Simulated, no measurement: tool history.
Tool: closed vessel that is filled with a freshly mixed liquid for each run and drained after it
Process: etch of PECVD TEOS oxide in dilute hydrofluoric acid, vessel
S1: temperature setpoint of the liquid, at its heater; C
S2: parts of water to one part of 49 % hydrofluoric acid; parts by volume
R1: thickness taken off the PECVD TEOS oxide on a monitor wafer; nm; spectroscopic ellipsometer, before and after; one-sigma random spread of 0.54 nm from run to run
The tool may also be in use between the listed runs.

run 1 hour=0.0 | S1=22.0 S2=130 time_in_the_liquid_(s)=1100 | R1=56.302
run 2 hour=3.0 | S1=22.0 S2=110 time_in_the_liquid_(s)=1100 | R1=67.807
run 3 hour=6.2 | S1=23.5 S2=100 time_in_the_liquid_(s)=1100 | R1=80.560
run 4 hour=12.5 | S1=21.0 S2=100 time_in_the_liquid_(s)=1100 | R1=72.968
-- hour=15.3 hydrofluoric acid flow meter replaced
run 5 hour=15.3 | S1=19.5 S2=100 time_in_the_liquid_(s)=1100 | R1=77.461
run 6 hour=22.6 | S1=19.5 S2=120 time_in_the_liquid_(s)=1100 | R1=63.089

Expected results for the next run?
run 7 hour=30.2 | S1=19.5 S2=105 time_in_the_liquid_(s)=1100 | R1=?

Run 7 measured R1 74.101 nm.
